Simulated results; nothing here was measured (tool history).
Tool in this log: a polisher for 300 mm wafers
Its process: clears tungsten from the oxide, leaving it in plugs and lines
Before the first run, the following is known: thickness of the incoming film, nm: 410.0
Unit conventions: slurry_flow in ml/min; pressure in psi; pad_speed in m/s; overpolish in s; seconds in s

| run | day | slurry_flow | pressure | pad_speed | slurry_solids | overpolish | seconds |
|---|---|---|---|---|---|---|---|
| 1 | 0.000 | 275 | 3.7 | 1.34 | 1.0 | 12 | 72.569 |
| 2 | 0.133 | 275 | 3.3 | 1.32 | 1.0 | 12 | 78.354 |
| 3 | 0.367 | 275 | 3.3 | 1.16 | 1.0 | 12 | 91.833 |
| 4 | 0.604 | 275 | 3.0 | 1.14 | 1.0 | 12 | 99.831 |
| 5 | 0.954 | 275 | 3.9 | 1.14 | 1.0 | 12 | 79.374 |
| 6 | 1.079 | 275 | 3.5 | 1.12 | 1.0 | 12 | 85.982 |
| 7 | 1.175 | 275 | 3.2 | 1.10 | 1.0 | 12 | 97.654 |
| 8 | 1.446 | 275 | 3.0 | 1.08 | 1.0 | 12 | 105.390 |
| 9 | 1.596 | 275 | 2.9 | 1.08 | 1.0 | 12 | 107.160 |

What will run 10 give?
| 10 | 1.883 | 275 | 2.8 | 1.08 | 1.0 | 12 | ? |

seconds: 109.880 s
